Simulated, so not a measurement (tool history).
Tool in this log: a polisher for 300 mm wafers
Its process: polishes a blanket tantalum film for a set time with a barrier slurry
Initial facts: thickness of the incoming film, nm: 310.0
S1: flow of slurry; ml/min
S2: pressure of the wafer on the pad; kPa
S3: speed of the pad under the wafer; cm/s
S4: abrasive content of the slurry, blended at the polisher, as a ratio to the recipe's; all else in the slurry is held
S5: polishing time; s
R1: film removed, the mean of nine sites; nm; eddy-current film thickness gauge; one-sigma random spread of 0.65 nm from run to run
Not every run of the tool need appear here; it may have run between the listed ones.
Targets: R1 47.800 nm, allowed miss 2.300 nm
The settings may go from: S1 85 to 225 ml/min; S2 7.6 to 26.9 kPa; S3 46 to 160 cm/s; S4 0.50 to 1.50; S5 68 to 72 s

Run 1, hour 0.0: S1 145 ml/min, S2 17.2 kPa, S3 102 cm/s, S4 1.00, S5 68 s. Result: R1 125.890 nm.
Run 2, hour 9.0: S1 145 ml/min, S2 17.2 kPa, S3 118 cm/s, S4 1.00, S5 68 s. Result: R1 143.440 nm.
Run 3, hour 10.4: S1 145 ml/min, S2 15.9 kPa, S3 118 cm/s, S4 1.00, S5 68 s. Result: R1 136.810 nm.
Run 4, hour 14.0: S1 115 ml/min, S2 15.9 kPa, S3 118 cm/s, S4 1.00, S5 68 s. Result: R1 129.690 nm.
Run 5, hour 17.7: S1 115 ml/min, S2 15.9 kPa, S3 118 cm/s, S4 1.00, S5 72 s. Result: R1 138.680 nm.
Run 6, hour 25.3: S1 115 ml/min, S2 15.2 kPa, S3 110 cm/s, S4 1.00, S5 72 s. Result: R1 124.350 nm.
At hour 31.4: slurry blender recalibrated.
Run 7, hour 31.4: S1 110 ml/min, S2 10.3 kPa, S3 82 cm/s, S4 0.90, S5 71 s. Result: R1 73.154 nm.
Run 8, hour 37.4: S1 110 ml/min, S2 7.6 kPa, S3 54 cm/s, S4 0.85, S5 70 s. Result: R1 39.659 nm.
Run 9, hour 46.2: S1 110 ml/min, S2 7.6 kPa, S3 54 cm/s, S4 0.85, S5 70 s. Result: R1 39.175 nm.
Run 10, hour 54.6: S1 110 ml/min, S2 8.3 kPa, S3 54 cm/s, S4 0.85, S5 70 s. Result: R1 41.201 nm.

Of the 5 settings listed for the next run, only one would bring every result within its allowed miss of target. Which one?
Run A, hour 63.0: S1 115 ml/min, S2 11.0 kPa, S3 52 cm/s, S4 0.90, S5 68 s. Result: R1 ?.
Run B, hour 63.0: S1 85 ml/min, S2 15.9 kPa, S3 50 cm/s, S4 0.70, S5 72 s. Result: R1 ?.
Run C, hour 63.0: S1 95 ml/min, S2 7.6 kPa, S3 68 cm/s, S4 0.65, S5 68 s. Result: R1 ?.
Run D, hour 63.0: S1 85 ml/min, S2 9.0 kPa, S3 52 cm/s, S4 0.65, S5 68 s. Result: R1 ?.
Run E, hour 63.0: S1 120 ml/min, S2 12.4 kPa, S3 48 cm/s, S4 1.10, S5 71 s. Result: R1 ?.

move      R1
   A  48.536
   B  56.486
   C  41.996
   D  35.582
   E  54.674
A: all results in spec
B: takes the biggest miss from the last run beyond its target
C: gains on the last run, yet a result remains outside its allowed miss
D: the biggest miss grows against the last run
E: takes the biggest miss from the last run beyond its target
Correct choice: A, which meets every target

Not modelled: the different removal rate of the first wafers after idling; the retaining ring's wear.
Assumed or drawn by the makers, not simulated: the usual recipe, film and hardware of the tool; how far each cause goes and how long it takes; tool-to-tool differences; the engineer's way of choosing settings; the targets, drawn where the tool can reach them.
